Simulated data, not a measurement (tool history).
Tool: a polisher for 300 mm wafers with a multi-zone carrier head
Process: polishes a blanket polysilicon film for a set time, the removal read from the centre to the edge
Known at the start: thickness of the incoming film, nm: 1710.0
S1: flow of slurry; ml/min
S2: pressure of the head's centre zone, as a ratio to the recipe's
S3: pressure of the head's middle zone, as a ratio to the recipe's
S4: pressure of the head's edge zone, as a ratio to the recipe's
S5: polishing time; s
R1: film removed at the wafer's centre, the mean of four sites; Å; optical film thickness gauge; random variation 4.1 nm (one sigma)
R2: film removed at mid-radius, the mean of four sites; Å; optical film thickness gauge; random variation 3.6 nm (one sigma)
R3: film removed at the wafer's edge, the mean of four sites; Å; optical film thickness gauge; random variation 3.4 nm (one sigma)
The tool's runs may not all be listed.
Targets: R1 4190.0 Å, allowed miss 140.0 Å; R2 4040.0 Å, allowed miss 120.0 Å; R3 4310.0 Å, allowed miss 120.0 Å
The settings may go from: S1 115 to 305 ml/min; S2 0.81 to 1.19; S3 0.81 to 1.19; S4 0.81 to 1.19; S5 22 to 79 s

| run | hour | S1 | S2 | S3 | S4 | S5 | R1 | R2 | R3 |
|---|---|---|---|---|---|---|---|---|---|
| 1 | 0.0 | 195 | 1.00 | 1.00 | 1.00 | 50 | 3240.1 | 3327.6 | 3321.1 |
| 2 | 4.8 | 195 | 1.00 | 1.00 | 0.94 | 50 | 3271.4 | 3386.5 | 3287.8 |
| 3 | 9.0 | 195 | 1.00 | 1.00 | 0.99 | 50 | 3286.6 | 3338.4 | 3306.3 |
| 4 | 12.0 | 195 | 1.00 | 1.00 | 0.99 | 59 | 3835.7 | 3932.6 | 3883.7 |
| 5 | 16.6 | 195 | 1.00 | 1.00 | 0.99 | 47 | 3072.4 | 3091.9 | 3126.8 |
| 6 | 24.4 | 195 | 1.00 | 1.00 | 0.94 | 47 | 3068.8 | 3165.0 | 3055.4 |
| 7 | 31.3 | 200 | 1.01 | 1.00 | 0.98 | 50 | 3287.3 | 3343.6 | 3256.0 |
| 8 | 35.3 | 215 | 1.01 | 0.93 | 1.08 | 64 | 4295.1 | 4126.7 | 4464.3 |
| 9 | 44.0 | 210 | 1.01 | 0.93 | 1.07 | 64 | 4332.0 | 4101.8 | 4434.0 |
| 10 | 50.1 | 205 | 1.01 | 0.93 | 1.06 | 64 | 4333.9 | 4107.4 | 4450.9 |

5 next moves are on the table. One of them brings every result within its allowed miss. Which?
| A | 56.2 | 210 | 1.00 | 0.93 | 1.10 | 64 | ? | ? | ? |
| B | 56.2 | 240 | 1.00 | 0.94 | 1.03 | 58 | ? | ? | ? |
| C | 56.2 | 125 | 1.06 | 0.99 | 1.18 | 67 | ? | ? | ? |
| D | 56.2 | 170 | 1.00 | 0.93 | 0.99 | 66 | ? | ? | ? |
| E | 56.2 | 240 | 0.99 | 1.03 | 1.07 | 57 | ? | ? | ? |

| move | R1 | R2 | R3 |
|---|---|---|---|
| A | 4249.5 | 4017.4 | 4526.2 |
| B | 3931.6 | 3741.7 | 4024.7 |
| C | 4181.7 | 3976.3 | 4544.3 |
| D | 4210.0 | 3998.1 | 4316.0 |
| E | 3827.2 | 3965.1 | 4025.8 |
A: further off than the last run
B: takes the result that was furthest off past its target
C: further off than the last run
D: meets every target
E: takes the result that was furthest off past its target
The right move is D.

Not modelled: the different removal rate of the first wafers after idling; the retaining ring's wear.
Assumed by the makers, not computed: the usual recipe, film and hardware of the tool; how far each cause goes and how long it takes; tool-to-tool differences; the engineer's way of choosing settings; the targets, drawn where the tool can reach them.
